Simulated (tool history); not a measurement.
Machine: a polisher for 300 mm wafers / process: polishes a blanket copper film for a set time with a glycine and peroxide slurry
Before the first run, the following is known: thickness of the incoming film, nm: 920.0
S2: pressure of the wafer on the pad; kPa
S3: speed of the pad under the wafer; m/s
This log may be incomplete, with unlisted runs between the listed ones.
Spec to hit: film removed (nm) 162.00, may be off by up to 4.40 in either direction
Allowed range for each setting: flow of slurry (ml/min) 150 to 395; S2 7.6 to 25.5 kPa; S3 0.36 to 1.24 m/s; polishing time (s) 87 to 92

Run 1, hour 0.0: flow of slurry (ml/min) 250, S2 16.5 kPa, S3 0.80 m/s, polishing time (s) 87. Result: film removed (nm) 306.60.
Run 2, hour 5.3: flow of slurry (ml/min) 245, S2 14.5 kPa, S3 0.74 m/s, polishing time (s) 87. Result: film removed (nm) 263.84.
Run 3, hour 6.3: flow of slurry (ml/min) 245, S2 15.9 kPa, S3 0.74 m/s, polishing time (s) 87. Result: film removed (nm) 280.47.
Run 4, hour 13.9: flow of slurry (ml/min) 240, S2 13.8 kPa, S3 0.70 m/s, polishing time (s) 87. Result: film removed (nm) 248.91.
Run 5, hour 19.6: flow of slurry (ml/min) 240, S2 13.8 kPa, S3 0.70 m/s, polishing time (s) 87. Result: film removed (nm) 246.21.
Run 6, hour 23.3: flow of slurry (ml/min) 240, S2 13.8 kPa, S3 0.70 m/s, polishing time (s) 87. Result: film removed (nm) 247.26.
Run 7, hour 30.5: flow of slurry (ml/min) 235, S2 12.4 kPa, S3 0.66 m/s, polishing time (s) 87. Result: film removed (nm) 223.93.
Run 8, hour 33.7: flow of slurry (ml/min) 230, S2 11.0 kPa, S3 0.62 m/s, polishing time (s) 87. Result: film removed (nm) 198.17.
Run 9, hour 42.3: flow of slurry (ml/min) 225, S2 10.3 kPa, S3 0.62 m/s, polishing time (s) 87. Result: film removed (nm) 191.76.
Run 10, hour 43.8: flow of slurry (ml/min) 220, S2 9.7 kPa, S3 0.62 m/s, polishing time (s) 87. Result: film removed (nm) 182.24.

Of the 5 settings listed for the next run, only one would bring every result within its allowed miss of target. Which one?
Run A, hour 45.3: flow of slurry (ml/min) 220, S2 9.7 kPa, S3 0.56 m/s, polishing time (s) 87. Result: film removed (nm) ?.
Run B, hour 45.3: flow of slurry (ml/min) 185, S2 10.3 kPa, S3 0.48 m/s, polishing time (s) 92. Result: film removed (nm) ?.
Run C, hour 45.3: flow of slurry (ml/min) 220, S2 9.0 kPa, S3 0.56 m/s, polishing time (s) 90. Result: film removed (nm) ?.
Run D, hour 45.3: flow of slurry (ml/min) 330, S2 11.7 kPa, S3 0.40 m/s, polishing time (s) 87. Result: film removed (nm) ?.
Run E, hour 45.3: flow of slurry (ml/min) 285, S2 9.0 kPa, S3 0.56 m/s, polishing time (s) 88. Result: film removed (nm) ?.

move  film removed (nm)
   A             172.32
   B             169.60
   C             171.94
   D             161.98
   E             171.96
A: closer than the last run, but not yet in spec
B: closer than the last run, but not yet in spec
C: closer than the last run, but not yet in spec
D: every result within its allowed miss
E: closer than the last run, but not yet in spec
The move that meets every target is D.

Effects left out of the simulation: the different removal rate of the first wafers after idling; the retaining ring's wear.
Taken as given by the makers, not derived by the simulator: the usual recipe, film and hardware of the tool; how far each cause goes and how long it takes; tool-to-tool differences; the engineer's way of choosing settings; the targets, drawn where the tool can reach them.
